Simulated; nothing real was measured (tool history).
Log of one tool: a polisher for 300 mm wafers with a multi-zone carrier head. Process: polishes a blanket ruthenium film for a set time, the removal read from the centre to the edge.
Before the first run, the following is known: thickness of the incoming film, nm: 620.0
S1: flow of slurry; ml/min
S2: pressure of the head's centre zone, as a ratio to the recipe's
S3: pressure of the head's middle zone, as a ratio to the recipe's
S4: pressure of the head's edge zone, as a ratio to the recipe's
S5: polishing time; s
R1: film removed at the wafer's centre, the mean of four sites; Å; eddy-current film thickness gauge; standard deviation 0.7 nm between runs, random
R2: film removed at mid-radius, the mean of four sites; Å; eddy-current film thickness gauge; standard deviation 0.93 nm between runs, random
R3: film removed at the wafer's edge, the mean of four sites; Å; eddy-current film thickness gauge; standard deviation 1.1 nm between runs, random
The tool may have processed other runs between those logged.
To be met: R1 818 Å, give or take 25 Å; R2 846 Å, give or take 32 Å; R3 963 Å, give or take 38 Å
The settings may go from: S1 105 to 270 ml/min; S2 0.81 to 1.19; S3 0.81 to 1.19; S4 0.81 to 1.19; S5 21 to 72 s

| run | day | S1 | S2 | S3 | S4 | S5 | R1 | R2 | R3 |
|---|---|---|---|---|---|---|---|---|---|
| 1 | 0 | 175 | 1 | 1 | 1 | 46 | 697.19 | 687 | 681.54 |
| 2 | 0.112 | 200 | 1 | 1 | 1 | 46 | 708.54 | 714.05 | 700.62 |
| 3 | 0.421 | 215 | 0.98 | 0.98 | 1.06 | 48 | 725.33 | 729.43 | 748.77 |
| 4 | 0.517 | 230 | 0.98 | 0.98 | 1.06 | 48 | 734.02 | 725.92 | 764.72 |
| 5 | 0.575 | 200 | 0.98 | 0.98 | 1.06 | 48 | 707.92 | 716.81 | 741.48 |
| 6 | 0.742 | 200 | 0.98 | 0.98 | 1 | 48 | 713.17 | 728.81 | 725.01 |
| 7 | 1.108 | 210 | 0.96 | 0.97 | 1.06 | 51 | 751.57 | 750.93 | 776.78 |
| 8 | 1.479 | 230 | 0.93 | 0.96 | 1.1 | 53 | 780.44 | 802.76 | 851.73 |
| 9 | 1.742 | 240 | 0.92 | 0.95 | 1.13 | 54 | 784.66 | 804.24 | 866.42 |
| 10 | 1.775 | 245 | 0.9 | 0.94 | 1.15 | 55 | 789.37 | 846.51 | 873.48 |
| 11 | 2.021 | 245 | 0.88 | 0.9 | 1.16 | 57 | 789.57 | 830.19 | 932.23 |

Which one of the following 4 next-run settings gets every result inside its allowed miss? There is exactly one.
| A | 2.267 | 270 | 0.84 | 0.86 | 1.11 | 60 | ? | ? | ? |
| B | 2.267 | 255 | 0.87 | 0.94 | 1.18 | 54 | ? | ? | ? |
| C | 2.267 | 225 | 0.81 | 0.92 | 1.09 | 59 | ? | ? | ? |
| D | 2.267 | 195 | 0.81 | 0.85 | 1.19 | 58 | ? | ? | ? |

| move | R1 | R2 | R3 |
|---|---|---|---|
| A | 803.97 | 844.4 | 962.12 |
| B | 741.13 | 805.33 | 879.12 |
| C | 747.49 | 852.82 | 923.99 |
| D | 717.5 | 775.1 | 922.3 |
A: all results in spec
B: misses by more than the last run did
C: misses by more than the last run did
D: misses by more than the last run did
A is the move that brings every result within its allowed miss.
